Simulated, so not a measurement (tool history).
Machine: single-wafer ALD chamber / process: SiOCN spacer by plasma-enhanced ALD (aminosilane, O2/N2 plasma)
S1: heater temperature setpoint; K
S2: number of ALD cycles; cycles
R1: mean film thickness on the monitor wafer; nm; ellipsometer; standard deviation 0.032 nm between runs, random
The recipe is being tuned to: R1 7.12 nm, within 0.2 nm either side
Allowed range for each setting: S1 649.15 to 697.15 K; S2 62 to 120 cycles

Run 1, hour 0: S1 673.15 K, S2 91 cycles. Result: R1 5.6529 nm.
Run 2, hour 1.4: S1 672.15 K, S2 97 cycles. Result: R1 6.1178 nm.
Run 3, hour 2: S1 672.15 K, S2 87 cycles. Result: R1 5.3828 nm.
Run 4, hour 3: S1 680.15 K, S2 87 cycles. Result: R1 5.3415 nm.
Run 5, hour 10.4: S1 680.15 K, S2 95 cycles. Result: R1 5.7987 nm.
Run 6, hour 17: S1 678.15 K, S2 100 cycles. Result: R1 6.1468 nm.
Run 7, hour 23.9: S1 676.15 K, S2 104 cycles. Result: R1 6.4629 nm.
Run 8, hour 28.5: S1 676.15 K, S2 104 cycles. Result: R1 6.4392 nm.
Run 9, hour 32.9: S1 675.15 K, S2 106 cycles. Result: R1 6.5905 nm.
Run 10, hour 34.5: S1 674.15 K, S2 108 cycles. Result: R1 6.7784 nm.
Run 11, hour 42.8: S1 673.15 K, S2 109 cycles. Result: R1 6.7981 nm.

Which of these 5 next moves meets every target?
Run A, hour 51.1: S1 671.15 K, S2 101 cycles. Result: R1 ?.
Run B, hour 51.1: S1 677.15 K, S2 105 cycles. Result: R1 ?.
Run C, hour 51.1: S1 657.15 K, S2 120 cycles. Result: R1 ?.
Run D, hour 51.1: S1 668.15 K, S2 113 cycles. Result: R1 ?.
Run E, hour 51.1: S1 677.15 K, S2 103 cycles. Result: R1 ?.

move      R1
   A  6.3153
   B  6.4961
   C  7.5034
   D  7.0657
   E  6.3724
A: lands further from the targets than the last run did
B: lands further from the targets than the last run did
C: moves the result that the last run missed by most past its target, out the other side
D: meets every target
E: lands further from the targets than the last run did
Answer: D
